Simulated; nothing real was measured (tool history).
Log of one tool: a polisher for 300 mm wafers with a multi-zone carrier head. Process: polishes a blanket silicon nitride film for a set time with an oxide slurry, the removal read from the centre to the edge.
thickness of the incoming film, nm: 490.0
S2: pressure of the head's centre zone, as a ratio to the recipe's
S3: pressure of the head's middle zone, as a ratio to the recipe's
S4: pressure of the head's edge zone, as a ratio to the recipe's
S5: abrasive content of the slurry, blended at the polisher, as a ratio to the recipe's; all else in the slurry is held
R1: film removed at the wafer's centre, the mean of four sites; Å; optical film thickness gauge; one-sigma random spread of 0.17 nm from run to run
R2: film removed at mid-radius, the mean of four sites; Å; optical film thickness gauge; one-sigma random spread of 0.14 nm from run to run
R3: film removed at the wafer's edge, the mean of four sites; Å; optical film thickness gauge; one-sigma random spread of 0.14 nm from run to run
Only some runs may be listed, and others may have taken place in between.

run 1 hour=0.0 | flow_of_slurry_(ml/min)=220 S2=1.00 S3=1.00 S4=1.00 S5=1.0 polishing_time_(s)=40 | R1=289.31 R2=297.24 R3=297.25
run 2 hour=3.5 | flow_of_slurry_(ml/min)=220 S2=1.00 S3=0.96 S4=1.00 S5=1.0 polishing_time_(s)=40 | R1=289.79 R2=288.58 R3=294.64
run 3 hour=8.9 | flow_of_slurry_(ml/min)=215 S2=1.02 S3=0.93 S4=0.95 S5=0.9 polishing_time_(s)=40 | R1=280.56 R2=263.49 R3=273.70
run 4 hour=17.0 | flow_of_slurry_(ml/min)=215 S2=1.02 S3=0.93 S4=0.91 S5=0.9 polishing_time_(s)=40 | R1=276.52 R2=263.84 R3=271.74
run 5 hour=22.3 | flow_of_slurry_(ml/min)=215 S2=1.02 S3=0.93 S4=0.91 S5=0.7 polishing_time_(s)=40 | R1=246.12 R2=232.92 R3=235.61
run 6 hour=30.9 | flow_of_slurry_(ml/min)=215 S2=1.06 S3=0.93 S4=0.91 S5=0.7 polishing_time_(s)=40 | R1=250.72 R2=229.40 R3=237.02
run 7 hour=34.1 | flow_of_slurry_(ml/min)=210 S2=1.10 S3=0.94 S4=0.88 S5=0.7 polishing_time_(s)=40 | R1=259.68 R2=232.38 R3=233.41

Estimate the outcome of run 8 from the log above:
run 8 hour=37.4 | flow_of_slurry_(ml/min)=200 S2=1.11 S3=0.94 S4=0.86 S5=0.7 polishing_time_(s)=40 | R1=? R2=? R3=?

Run 8 came out at R1 259.10 Å, R2 232.43 Å, R3 226.50 Å.

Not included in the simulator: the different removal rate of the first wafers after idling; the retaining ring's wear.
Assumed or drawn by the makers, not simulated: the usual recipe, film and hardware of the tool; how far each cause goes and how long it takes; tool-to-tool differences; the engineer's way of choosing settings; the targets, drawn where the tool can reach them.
